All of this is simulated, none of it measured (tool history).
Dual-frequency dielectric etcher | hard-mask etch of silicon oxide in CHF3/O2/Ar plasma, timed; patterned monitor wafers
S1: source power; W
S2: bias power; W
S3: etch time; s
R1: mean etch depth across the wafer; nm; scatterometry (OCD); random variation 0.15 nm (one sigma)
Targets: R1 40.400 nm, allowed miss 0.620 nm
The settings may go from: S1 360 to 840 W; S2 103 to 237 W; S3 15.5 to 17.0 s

run	hour	S1	S2	S3	R1
1	0.0	600	170	17.0	35.917
2	7.1	600	170	15.5	32.581
3	9.3	700	170	15.5	34.813
4	11.9	700	170	15.5	35.174
5	15.5	710	173	15.5	35.524
6	23.1	710	193	15.5	37.205
7	28.2	720	194	15.5	37.373
8	34.8	730	195	15.5	37.960
9	40.5	740	195	15.5	37.784
10	47.5	750	196	15.5	38.486

Which of these 5 next moves meets every target?
A	54.5	800	211	15.5	?
B	54.5	760	200	15.5	?
C	54.5	760	193	16.0	?
D	54.5	730	196	15.5	?
E	54.5	790	237	15.5	?

move	R1
A	40.426
B	38.694
C	39.335
D	37.734
E	42.272
A: meets every target
B: nearer than the last run, and not there yet
C: nearer than the last run, and not there yet
D: further off than the last run
E: takes the result that was furthest off past its target
The right move is A.

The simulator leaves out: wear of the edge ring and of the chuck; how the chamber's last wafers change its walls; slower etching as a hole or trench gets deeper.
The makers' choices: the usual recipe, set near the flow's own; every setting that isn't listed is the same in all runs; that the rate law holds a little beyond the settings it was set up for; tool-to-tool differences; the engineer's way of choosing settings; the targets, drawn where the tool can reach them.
